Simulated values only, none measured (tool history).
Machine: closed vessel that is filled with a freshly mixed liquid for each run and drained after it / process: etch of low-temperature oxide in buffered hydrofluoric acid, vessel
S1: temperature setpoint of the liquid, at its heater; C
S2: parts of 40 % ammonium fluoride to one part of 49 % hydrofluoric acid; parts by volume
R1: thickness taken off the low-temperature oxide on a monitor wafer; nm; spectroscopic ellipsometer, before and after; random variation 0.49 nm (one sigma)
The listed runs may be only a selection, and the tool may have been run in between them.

Run 1, hour 0: S1 22 C, S2 24 parts by volume, time in the liquid (s) 100. Result: R1 107.29 nm.
Run 2, hour 1.2: S1 21.5 C, S2 24 parts by volume, time in the liquid (s) 100. Result: R1 103.96 nm.
Run 3, hour 9.8: S1 24 C, S2 24 parts by volume, time in the liquid (s) 100. Result: R1 119.93 nm.
Run 4, hour 14.8: S1 24 C, S2 24 parts by volume, time in the liquid (s) 105. Result: R1 126.65 nm.
Run 5, hour 16.1: S1 23.5 C, S2 24 parts by volume, time in the liquid (s) 105. Result: R1 123.99 nm.
Run 6, hour 19.7: S1 23.5 C, S2 30 parts by volume, time in the liquid (s) 105. Result: R1 106.08 nm.
Run 7, hour 28.6: S1 23 C, S2 30 parts by volume, time in the liquid (s) 105. Result: R1 102.08 nm.

Run 8 comes next. What will it give?
Run 8, hour 29.4: S1 22.5 C, S2 30 parts by volume, time in the liquid (s) 105. Result: R1 ?.

Run 8 measured R1 98.851 nm.

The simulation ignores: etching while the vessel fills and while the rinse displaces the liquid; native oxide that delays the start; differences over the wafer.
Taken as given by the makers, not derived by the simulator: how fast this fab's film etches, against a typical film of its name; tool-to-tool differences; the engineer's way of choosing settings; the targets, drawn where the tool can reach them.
